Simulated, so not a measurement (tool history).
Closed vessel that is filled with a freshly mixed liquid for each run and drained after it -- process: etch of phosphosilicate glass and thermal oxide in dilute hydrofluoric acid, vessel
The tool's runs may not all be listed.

| run | hour | temperature setpoint of the liquid (°C) | parts of water to one part of 49 % hydrofluoric acid (parts by volume) | time in the liquid (s) | thickness taken off the phosphosilicate glass on a monitor wafer (Å) | thickness taken off the thermal oxide on a monitor wafer (Å) |
|---|---|---|---|---|---|---|
| 1 | 0 | 22 | 80 | 60 | 450.93 | 35.77 |
| 2 | 8 | 22 | 95 | 60 | 366.64 | 29.195 |
| 3 | 14.3 | 22 | 95 | 75 | 465.52 | 37.198 |
| 4 | 16.9 | 21.5 | 100 | 75 | 424.51 | 33.608 |
| 5 | 26 | 21 | 105 | 75 | 399.73 | 31.034 |
| 6 | 32.8 | 21 | 110 | 75 | 377.82 | 30.089 |
| 7 | 33.6 | 20.5 | 115 | 75 | 354.2 | 27.103 |
| 8 | 36.2 | 21 | 120 | 75 | 342.68 | 26.784 |
| 9 | 40.8 | 20.5 | 125 | 75 | 318.41 | 25.234 |
| 10 | 46.9 | 20 | 130 | 75 | 300.33 | 23.45 |

Predict the results of run 11:
| 11 | 49.7 | 17.5 | 145 | 75 | ? | ? |

{"run 11": {"thickness taken off the phosphosilicate glass on a monitor wafer (Å)": 237.28, "thickness taken off the thermal oxide on a monitor wafer (Å)": 18.911}}
